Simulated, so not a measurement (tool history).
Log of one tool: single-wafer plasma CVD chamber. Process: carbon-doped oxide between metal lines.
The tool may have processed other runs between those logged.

run  hour  heater temperature setpoint (°C)  chamber pressure (mTorr)  RF power (kW)  deposition time (s)  mean film thickness on the monitor wafer (angstrom)
  1   0.0                               330                      5490          0.555                 14.4                                               786.29
  2   3.5                               330                      5490          0.615                 14.4                                               827.88
  3   6.9                               331                      5400          0.600                 14.3                                               811.57
  4  15.7                               331                      5400          0.545                 14.3                                               773.56
  5  17.2                               332                      5340          0.530                 14.3                                               764.34
  6  20.8                               332                      5340          0.530                 14.4                                               765.27
  7  27.7                               333                      5300          0.515                 14.4                                               742.66

Estimate the outcome of run 8 from the log above:
  8  29.0                               334                      5220          0.510                 14.4                                                    ?

{"run 8": {"mean film thickness on the monitor wafer (angstrom)": 743.32}}
